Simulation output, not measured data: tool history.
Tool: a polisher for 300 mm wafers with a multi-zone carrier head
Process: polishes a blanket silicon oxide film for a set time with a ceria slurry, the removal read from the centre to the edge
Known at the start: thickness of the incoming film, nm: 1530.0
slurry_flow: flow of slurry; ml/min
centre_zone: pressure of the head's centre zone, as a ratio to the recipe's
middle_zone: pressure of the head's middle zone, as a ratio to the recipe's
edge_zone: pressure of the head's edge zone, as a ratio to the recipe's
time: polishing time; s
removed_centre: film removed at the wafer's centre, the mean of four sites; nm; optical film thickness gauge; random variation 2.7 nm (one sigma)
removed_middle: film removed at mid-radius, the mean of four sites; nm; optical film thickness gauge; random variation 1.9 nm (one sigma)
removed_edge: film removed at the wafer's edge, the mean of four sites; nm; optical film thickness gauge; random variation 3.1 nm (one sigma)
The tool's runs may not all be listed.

run	hour	slurry_flow	centre_zone	middle_zone	edge_zone	time	removed_centre	removed_middle	removed_edge
1	0	240	1	1	1	59	272.59	271.72	264.73
2	4.8	275	1	1	1	59	271.58	272.77	272.87
3	12.1	275	1	1	1	66	307.42	304.25	303.17
4	21.2	265	1.02	0.97	0.98	63	296.1	288.02	287.2
5	28.2	290	1.02	0.97	0.98	63	304.48	282.69	291.7
6	35.8	290	1.03	0.95	0.96	60	285.28	265.28	271.65

Run 7 comes next. What will it give?
7	44.2	290	1.05	0.93	0.95	58	?	?	?

{"run 7": {"removed_centre": 283.7, "removed_middle": 257.62, "removed_edge": 262.71}}

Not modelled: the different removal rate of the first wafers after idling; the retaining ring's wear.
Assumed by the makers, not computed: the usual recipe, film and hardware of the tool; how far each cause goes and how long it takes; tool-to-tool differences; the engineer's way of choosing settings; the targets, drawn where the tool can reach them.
